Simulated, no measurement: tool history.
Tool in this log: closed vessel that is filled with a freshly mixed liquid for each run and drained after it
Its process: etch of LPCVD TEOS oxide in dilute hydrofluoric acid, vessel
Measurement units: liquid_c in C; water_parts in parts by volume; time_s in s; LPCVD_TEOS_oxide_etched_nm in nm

Run 1, hour 0.0: liquid_c 22.0 C, water_parts 145 parts by volume, time_s 95 s. Result: LPCVD_TEOS_oxide_etched_nm 22.345 nm.
Run 2, hour 5.4: liquid_c 19.0 C, water_parts 145 parts by volume, time_s 95 s. Result: LPCVD_TEOS_oxide_etched_nm 19.688 nm.
Run 3, hour 9.4: liquid_c 19.0 C, water_parts 145 parts by volume, time_s 100 s. Result: LPCVD_TEOS_oxide_etched_nm 20.758 nm.
Run 4, hour 11.4: liquid_c 22.5 C, water_parts 145 parts by volume, time_s 100 s. Result: LPCVD_TEOS_oxide_etched_nm 23.906 nm.
Run 5, hour 15.0: liquid_c 25.0 C, water_parts 110 parts by volume, time_s 100 s. Result: LPCVD_TEOS_oxide_etched_nm 35.785 nm.
Run 6, hour 19.6: liquid_c 26.5 C, water_parts 90 parts by volume, time_s 100 s. Result: LPCVD_TEOS_oxide_etched_nm 48.117 nm.
Run 7, hour 27.5: liquid_c 27.5 C, water_parts 85 parts by volume, time_s 100 s. Result: LPCVD_TEOS_oxide_etched_nm 53.027 nm.
Run 8, hour 28.2: liquid_c 30.0 C, water_parts 65 parts by volume, time_s 100 s. Result: LPCVD_TEOS_oxide_etched_nm 78.020 nm.

Run 9 comes next. What will it give?
At hour 33.0: hydrofluoric acid flow meter replaced.
Run 9, hour 33.0: liquid_c 29.5 C, water_parts 65 parts by volume, time_s 100 s. Result: LPCVD_TEOS_oxide_etched_nm ?.

{"run 9": {"LPCVD_TEOS_oxide_etched_nm": 70.958}}
